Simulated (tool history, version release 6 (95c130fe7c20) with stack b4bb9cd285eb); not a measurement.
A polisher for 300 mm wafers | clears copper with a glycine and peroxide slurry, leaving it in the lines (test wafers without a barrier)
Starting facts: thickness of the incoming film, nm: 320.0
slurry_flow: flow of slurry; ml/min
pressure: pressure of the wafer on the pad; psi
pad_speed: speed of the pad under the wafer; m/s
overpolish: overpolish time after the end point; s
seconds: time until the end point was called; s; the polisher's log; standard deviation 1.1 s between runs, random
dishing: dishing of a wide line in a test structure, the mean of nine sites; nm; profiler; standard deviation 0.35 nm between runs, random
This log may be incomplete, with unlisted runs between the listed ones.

{"run": 1, "hour": 0.0, "slurry_flow": 155, "pressure": 1.9, "pad_speed": 1.08, "overpolish": 17, "seconds": 68.104, "dishing": 46.217}
{"run": 2, "hour": 2.5, "slurry_flow": 135, "pressure": 1.6, "pad_speed": 1.18, "overpolish": 13, "seconds": 73.128, "dishing": 34.111}
{"run": 3, "hour": 6.6, "slurry_flow": 135, "pressure": 1.6, "pad_speed": 1.04, "overpolish": 13, "seconds": 82.281, "dishing": 33.236}
{"run": 4, "hour": 13.0, "slurry_flow": 125, "pressure": 1.4, "pad_speed": 1.18, "overpolish": 11, "seconds": 85.659, "dishing": 27.574}
{"run": 5, "hour": 20.5, "slurry_flow": 150, "pressure": 1.4, "pad_speed": 1.18, "overpolish": 11, "seconds": 81.186, "dishing": 28.93}
{"run": 6, "hour": 21.3, "slurry_flow": 135, "pressure": 1.2, "pad_speed": 1.32, "overpolish": 9, "seconds": 85.62, "dishing": 22.432}

Forecast run 7:
{"run": 7, "hour": 28.9, "slurry_flow": 130, "pressure": 1.2, "pad_speed": 1.38, "overpolish": 8, "seconds": "?", "dishing": "?"}

seconds: 83.387 s
dishing: 21.297 nm
